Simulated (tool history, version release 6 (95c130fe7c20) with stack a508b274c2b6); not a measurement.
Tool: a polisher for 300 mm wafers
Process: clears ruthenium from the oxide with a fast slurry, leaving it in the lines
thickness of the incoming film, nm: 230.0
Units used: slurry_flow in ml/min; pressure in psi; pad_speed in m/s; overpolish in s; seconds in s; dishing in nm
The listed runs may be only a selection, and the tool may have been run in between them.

Run 1, hour 0: slurry_flow 255 ml/min, pressure 1.7 psi, pad_speed 1.24 m/s, slurry_solids 1, overpolish 28 s. Result: seconds 76.289 s, dishing 51.111 nm.
Run 2, hour 2.4: slurry_flow 255 ml/min, pressure 1.7 psi, pad_speed 1.06 m/s, slurry_solids 1, overpolish 28 s. Result: seconds 89.525 s, dishing 46.9 nm.
Run 3, hour 7.3: slurry_flow 255 ml/min, pressure 1.8 psi, pad_speed 1.06 m/s, slurry_solids 1, overpolish 28 s. Result: seconds 84.842 s, dishing 48.373 nm.
Run 4, hour 13: slurry_flow 255 ml/min, pressure 1.7 psi, pad_speed 1.06 m/s, slurry_solids 1, overpolish 25 s. Result: seconds 88.931 s, dishing 42.487 nm.
Run 5, hour 15.4: slurry_flow 255 ml/min, pressure 1.6 psi, pad_speed 1.06 m/s, slurry_solids 1, overpolish 23 s. Result: seconds 92.237 s, dishing 38.039 nm.
Run 6, hour 23.4: slurry_flow 255 ml/min, pressure 1.6 psi, pad_speed 1.06 m/s, slurry_solids 1.15, overpolish 23 s. Result: seconds 86.209 s, dishing 39.102 nm.
Run 7, hour 30.3: slurry_flow 255 ml/min, pressure 1.5 psi, pad_speed 1.06 m/s, slurry_solids 1.15, overpolish 22 s. Result: seconds 93.176 s, dishing 38.384 nm.
Run 8, hour 35.2: slurry_flow 255 ml/min, pressure 1.4 psi, pad_speed 1.06 m/s, slurry_solids 1.15, overpolish 20 s. Result: seconds 94.857 s, dishing 34.361 nm.
At hour 43.9: slurry nozzle cleaned.
Run 9, hour 43.9: slurry_flow 255 ml/min, pressure 1.3 psi, pad_speed 1.06 m/s, slurry_solids 1.15, overpolish 20 s. Result: seconds 92.852 s, dishing 35.136 nm.

The next listed run, before its measurement:
Run 10, hour 51.6: slurry_flow 255 ml/min, pressure 0.8 psi, pad_speed 1.02 m/s, slurry_solids 1.15, overpolish 16 s. Result: seconds ?, dishing ?.

{"run 10": {"seconds": 126.26, "dishing": 21.957}}
